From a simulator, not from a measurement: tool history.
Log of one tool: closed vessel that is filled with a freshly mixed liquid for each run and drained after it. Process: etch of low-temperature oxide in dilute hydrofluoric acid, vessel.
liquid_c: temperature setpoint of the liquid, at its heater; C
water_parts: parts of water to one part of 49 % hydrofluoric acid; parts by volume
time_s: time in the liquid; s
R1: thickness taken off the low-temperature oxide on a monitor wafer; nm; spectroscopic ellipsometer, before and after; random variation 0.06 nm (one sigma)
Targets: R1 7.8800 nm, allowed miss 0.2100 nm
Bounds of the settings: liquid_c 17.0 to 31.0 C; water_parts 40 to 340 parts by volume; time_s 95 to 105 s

{"run": 1, "day": 0.0, "liquid_c": 23.0, "water_parts": 190, "time_s": 95, "R1": 12.086}
{"run": 2, "day": 0.088, "liquid_c": 21.0, "water_parts": 200, "time_s": 95, "R1": 10.451}
{"run": 3, "day": 0.254, "liquid_c": 21.0, "water_parts": 200, "time_s": 95, "R1": 10.426}
{"run": 4, "day": 0.383, "liquid_c": 21.0, "water_parts": 200, "time_s": 95, "R1": 10.566}
{"day": 0.554, "done": "thermometer replaced"}
{"run": 5, "day": 0.554, "liquid_c": 18.0, "water_parts": 200, "time_s": 95, "R1": 9.9555}
{"run": 6, "day": 0.767, "liquid_c": 17.5, "water_parts": 210, "time_s": 95, "R1": 9.0595}
{"run": 7, "day": 0.896, "liquid_c": 17.5, "water_parts": 215, "time_s": 95, "R1": 8.8888}
{"run": 8, "day": 1.242, "liquid_c": 17.5, "water_parts": 220, "time_s": 95, "R1": 8.5728}
{"run": 9, "day": 1.308, "liquid_c": 17.5, "water_parts": 225, "time_s": 95, "R1": 8.3994}

Which of these 4 next moves meets every target?
{"run": "A", "day": 1.375, "liquid_c": 18.0, "water_parts": 255, "time_s": 95, "R1": "?"}
{"run": "B", "day": 1.375, "liquid_c": 17.5, "water_parts": 260, "time_s": 105, "R1": "?"}
{"run": "C", "day": 1.375, "liquid_c": 17.0, "water_parts": 240, "time_s": 105, "R1": "?"}
{"run": "D", "day": 1.375, "liquid_c": 18.5, "water_parts": 255, "time_s": 95, "R1": "?"}

move=A R1=7.4388
move=B R1=7.8758
move=C R1=8.5165
move=D R1=7.5822
A: takes the result that was furthest off past its target
B: meets every target
C: further off than the last run
D: takes the result that was furthest off past its target
Move B is the one to make.
